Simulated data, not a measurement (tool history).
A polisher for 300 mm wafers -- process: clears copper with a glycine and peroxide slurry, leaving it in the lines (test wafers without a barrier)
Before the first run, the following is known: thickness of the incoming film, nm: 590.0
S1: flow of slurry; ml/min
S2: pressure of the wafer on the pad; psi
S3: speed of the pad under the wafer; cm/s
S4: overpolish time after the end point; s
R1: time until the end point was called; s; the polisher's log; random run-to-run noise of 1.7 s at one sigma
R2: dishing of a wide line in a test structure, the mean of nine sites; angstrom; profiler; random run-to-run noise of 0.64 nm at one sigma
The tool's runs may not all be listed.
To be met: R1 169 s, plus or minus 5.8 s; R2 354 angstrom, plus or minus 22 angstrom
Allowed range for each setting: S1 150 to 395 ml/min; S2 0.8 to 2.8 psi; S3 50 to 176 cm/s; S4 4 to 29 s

run    day   S1   S2   S3  S4      R1      R2
  1      0  250  1.8  112  15  121.12  425.49
  2  0.275  250  1.7  112  15  123.08  411.38
  3   0.35  250  1.4  112  15  131.36   392.4
  4  0.596  250  1.4  112  12  136.72  332.74
  5  0.892  250  1.4  112   7  132.88  217.79
  6  0.992  250  1.3  110   8  139.58   234.9
  7  1.333  250  1.2  110   9  144.72  254.21
  8  1.442  250  1.1  110  10  151.58  272.19
  9  1.725  250    1  110  11  155.35  277.27
 10    2.1  250    1  110  12  158.25  284.78
     2.346  -- worn pad replaced by a new one
 11  2.346  250    1  110  13  143.72  342.38
 12  2.629  250    1  106  13   146.8  328.46
 13  2.838  235    1   96  13  156.68   313.7
 14  2.992  235    1   94  13  162.52  308.08
 15  3.254  235  0.9   94  14  166.11  319.29
 16  3.329  235  0.8   94  15  174.21  323.52

Which one of the following 4 next-run settings gets every result inside its allowed miss? There is exactly one.
  A  3.404  225    1  98  15   ?   ?
  B  3.404  225  0.9  82  18   ?   ?
  C  3.404  200  1.3  92  12   ?   ?
  D  3.404  150    1  92  17   ?   ?

move      R1      R2
   A  159.09  350.23
   B  184.81  361.26
   C  152.86  308.25
   D  172.77  362.42
A: brings the last run's worst result on target, with another outside its allowed miss
B: brings the last run's worst result on target, with another outside its allowed miss
C: further off than the last run
D: hits every target within its allowed miss
Correct choice: D, which meets every target
